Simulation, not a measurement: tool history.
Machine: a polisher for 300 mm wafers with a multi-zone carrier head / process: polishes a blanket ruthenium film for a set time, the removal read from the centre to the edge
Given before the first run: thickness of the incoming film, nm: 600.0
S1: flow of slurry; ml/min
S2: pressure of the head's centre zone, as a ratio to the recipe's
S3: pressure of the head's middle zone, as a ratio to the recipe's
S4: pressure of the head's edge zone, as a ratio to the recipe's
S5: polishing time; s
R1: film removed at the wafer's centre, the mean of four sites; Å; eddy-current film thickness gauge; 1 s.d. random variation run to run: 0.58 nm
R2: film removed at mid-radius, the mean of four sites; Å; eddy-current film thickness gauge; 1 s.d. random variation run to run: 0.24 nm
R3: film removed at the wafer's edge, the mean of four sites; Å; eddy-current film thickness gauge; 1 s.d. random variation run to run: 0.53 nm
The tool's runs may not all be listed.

run  hour   S1    S2    S3    S4  S5      R1      R2      R3
  1     0  155     1     1     1  67   675.6  659.45  678.97
  2   8.9  155  1.05     1     1  67  736.25  670.97  663.79
  3  16.8  155  1.05     1     1  51  548.01  513.09  514.17
  4  19.5  155  1.05     1  1.07  51  547.95  510.74  523.96
  5  23.4  150  1.05  0.97  1.06  48  525.22  460.59  495.65
  6  30.3  150  1.05  1.01  1.06  48   518.5   479.6  482.69
  7  35.7  140  1.05  0.99  1.06  46  480.29   440.9  477.85

Run 8 comes next. What will it give?
  8  36.7  130  1.09  0.9  0.96  38   ?   ?   ?

{"run 8": {"R1": 406.21, "R2": 334.48, "R3": 364.77}}

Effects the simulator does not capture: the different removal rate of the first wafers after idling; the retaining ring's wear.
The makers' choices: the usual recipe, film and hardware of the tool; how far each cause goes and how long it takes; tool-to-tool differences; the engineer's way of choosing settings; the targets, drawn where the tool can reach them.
